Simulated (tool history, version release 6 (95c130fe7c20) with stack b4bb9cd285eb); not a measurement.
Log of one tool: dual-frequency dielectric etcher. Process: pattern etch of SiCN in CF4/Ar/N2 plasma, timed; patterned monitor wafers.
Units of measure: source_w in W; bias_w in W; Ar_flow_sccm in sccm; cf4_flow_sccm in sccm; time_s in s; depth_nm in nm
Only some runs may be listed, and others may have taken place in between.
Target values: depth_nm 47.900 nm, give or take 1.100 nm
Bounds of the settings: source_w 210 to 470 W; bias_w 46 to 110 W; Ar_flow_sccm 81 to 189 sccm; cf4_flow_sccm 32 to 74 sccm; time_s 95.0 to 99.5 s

run 1 hour=0.0 | source_w=340 bias_w=78 Ar_flow_sccm=135 cf4_flow_sccm=53 time_s=95.0 | depth_nm=59.076
run 2 hour=5.6 | source_w=340 bias_w=78 Ar_flow_sccm=152 cf4_flow_sccm=53 time_s=95.0 | depth_nm=57.368
run 3 hour=13.7 | source_w=330 bias_w=78 Ar_flow_sccm=152 cf4_flow_sccm=53 time_s=95.0 | depth_nm=55.962
run 4 hour=17.1 | source_w=330 bias_w=78 Ar_flow_sccm=152 cf4_flow_sccm=59 time_s=95.0 | depth_nm=56.654
run 5 hour=22.9 | source_w=300 bias_w=78 Ar_flow_sccm=152 cf4_flow_sccm=59 time_s=95.0 | depth_nm=52.083
run 6 hour=31.2 | source_w=300 bias_w=78 Ar_flow_sccm=152 cf4_flow_sccm=59 time_s=99.5 | depth_nm=54.681
run 7 hour=37.2 | source_w=290 bias_w=78 Ar_flow_sccm=152 cf4_flow_sccm=59 time_s=99.5 | depth_nm=53.514
run 8 hour=38.5 | source_w=240 bias_w=77 Ar_flow_sccm=153 cf4_flow_sccm=59 time_s=99.5 | depth_nm=44.397
run 9 hour=41.0 | source_w=250 bias_w=77 Ar_flow_sccm=153 cf4_flow_sccm=59 time_s=99.5 | depth_nm=45.867

Pick the move, out of 5, that brings all results within their allowed miss; only one does.
run A hour=43.5 | source_w=260 bias_w=71 Ar_flow_sccm=161 cf4_flow_sccm=54 time_s=96.0 | depth_nm=?
run B hour=43.5 | source_w=230 bias_w=86 Ar_flow_sccm=133 cf4_flow_sccm=55 time_s=95.0 | depth_nm=?
run C hour=43.5 | source_w=220 bias_w=82 Ar_flow_sccm=148 cf4_flow_sccm=56 time_s=99.5 | depth_nm=?
run D hour=43.5 | source_w=260 bias_w=82 Ar_flow_sccm=154 cf4_flow_sccm=55 time_s=98.5 | depth_nm=?
run E hour=43.5 | source_w=250 bias_w=77 Ar_flow_sccm=173 cf4_flow_sccm=53 time_s=97.0 | depth_nm=?

move=A depth_nm=42.782
move=B depth_nm=43.619
move=C depth_nm=42.125
move=D depth_nm=48.153
move=E depth_nm=43.098
A: moves away from the targets compared with the last run
B: moves away from the targets compared with the last run
C: moves away from the targets compared with the last run
D: all results in spec
E: moves away from the targets compared with the last run
Go with D: it meets all targets.

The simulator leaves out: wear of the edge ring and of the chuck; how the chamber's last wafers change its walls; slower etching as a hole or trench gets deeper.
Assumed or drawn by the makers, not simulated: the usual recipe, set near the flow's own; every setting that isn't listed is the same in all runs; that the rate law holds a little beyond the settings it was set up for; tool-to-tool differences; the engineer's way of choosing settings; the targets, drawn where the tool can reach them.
